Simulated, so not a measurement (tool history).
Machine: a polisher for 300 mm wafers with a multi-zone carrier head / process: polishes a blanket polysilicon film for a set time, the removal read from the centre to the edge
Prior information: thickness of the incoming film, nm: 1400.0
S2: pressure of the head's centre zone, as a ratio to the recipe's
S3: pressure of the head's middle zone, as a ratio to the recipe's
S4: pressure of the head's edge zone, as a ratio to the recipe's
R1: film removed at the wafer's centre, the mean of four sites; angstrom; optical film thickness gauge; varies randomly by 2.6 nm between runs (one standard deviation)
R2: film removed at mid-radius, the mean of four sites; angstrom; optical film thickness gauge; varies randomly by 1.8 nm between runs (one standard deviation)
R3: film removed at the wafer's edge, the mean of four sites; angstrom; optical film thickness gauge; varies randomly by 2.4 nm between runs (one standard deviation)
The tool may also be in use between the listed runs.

run 1 hour=0 | flow_of_slurry_(ml/min)=165 S2=1 S3=1 S4=1 polishing_time_(s)=52 | R1=3916.9 R2=4063.7 R3=3969.7
run 2 hour=8.4 | flow_of_slurry_(ml/min)=165 S2=0.99 S3=1 S4=0.98 polishing_time_(s)=49 | R1=3717.6 R2=3872.8 R3=3825.1
run 3 hour=10 | flow_of_slurry_(ml/min)=155 S2=0.99 S3=1.01 S4=0.96 polishing_time_(s)=46 | R1=3432.4 R2=3538.9 R3=3414.9
run 4 hour=12.1 | flow_of_slurry_(ml/min)=155 S2=0.99 S3=1.01 S4=1.04 polishing_time_(s)=46 | R1=3463.7 R2=3524.1 R3=3609.1
run 5 hour=15.6 | flow_of_slurry_(ml/min)=150 S2=0.98 S3=1.01 S4=1.02 polishing_time_(s)=44 | R1=3248 R2=3385.4 R3=3320.4
run 6 hour=24.4 | flow_of_slurry_(ml/min)=150 S2=0.98 S3=1.01 S4=1.02 polishing_time_(s)=37 | R1=2707.1 R2=2856.1 R3=2832
run 7 hour=27.7 | flow_of_slurry_(ml/min)=145 S2=0.98 S3=1 S4=1 polishing_time_(s)=36 | R1=2597.6 R2=2746.7 R3=2731.4
run 8 hour=29.4 | flow_of_slurry_(ml/min)=140 S2=0.98 S3=1 S4=0.98 polishing_time_(s)=36 | R1=2593.2 R2=2754.2 R3=2736.1

For run 9, what comes out?
run 9 hour=35.4 | flow_of_slurry_(ml/min)=140 S2=0.98 S3=1 S4=0.97 polishing_time_(s)=35 | R1=? R2=? R3=?

R1: 2536.8 angstrom
R2: 2659.6 angstrom
R3: 2617.8 angstrom

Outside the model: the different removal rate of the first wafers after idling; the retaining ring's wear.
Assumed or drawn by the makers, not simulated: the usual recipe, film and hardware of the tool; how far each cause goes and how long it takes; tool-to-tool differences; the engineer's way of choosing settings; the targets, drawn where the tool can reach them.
